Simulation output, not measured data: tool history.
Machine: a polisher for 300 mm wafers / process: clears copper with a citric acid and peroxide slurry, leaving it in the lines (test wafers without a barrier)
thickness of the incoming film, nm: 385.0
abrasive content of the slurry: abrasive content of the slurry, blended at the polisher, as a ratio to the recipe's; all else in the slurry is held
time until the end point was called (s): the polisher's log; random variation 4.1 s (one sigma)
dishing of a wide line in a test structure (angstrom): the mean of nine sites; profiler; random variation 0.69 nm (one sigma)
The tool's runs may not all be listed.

run  hour  flow of slurry (ml/min)  pressure of the wafer on the pad (kPa)  speed of the pad under the wafer (cm/s)  abrasive content of the slurry  overpolish time after the end point (s)  time until the end point was called (s)  dishing of a wide line in a test structure (angstrom)
  1   0.0                      150                                    21.4                                      124                            1.00                                       15                                   151.12                                                 272.63
  2   8.3                      150                                    21.4                                      124                            1.15                                       15                                   147.74                                                 281.63
  3  14.5                      165                                    21.4                                      124                            1.15                                       15                                   147.08                                                 282.85
  4  18.1                      165                                    21.4                                      146                            1.15                                       15                                   121.62                                                 316.26
  5  20.2                      165                                    21.4                                      116                            1.15                                       15                                   156.52                                                 265.03
  6  21.5                      165                                    21.4                                       94                            1.15                                       15                                   186.21                                                 222.52
  7  23.3                      165                                    20.0                                       94                            1.15                                       17                                   196.89                                                 240.09
  8  30.8                      165                                    20.0                                       94                            1.15                                       17                                   196.26                                                 241.05
  9  38.6                      165                                    18.6                                       94                            1.15                                       18                                   200.28                                                 245.25

For run 10, what comes out?
 10  47.3                      165                                    17.2                                       92                            1.15                                       20                                        ?                                                      ?

time until the end point was called (s): 218.97
dishing of a wide line in a test structure (angstrom): 265.04

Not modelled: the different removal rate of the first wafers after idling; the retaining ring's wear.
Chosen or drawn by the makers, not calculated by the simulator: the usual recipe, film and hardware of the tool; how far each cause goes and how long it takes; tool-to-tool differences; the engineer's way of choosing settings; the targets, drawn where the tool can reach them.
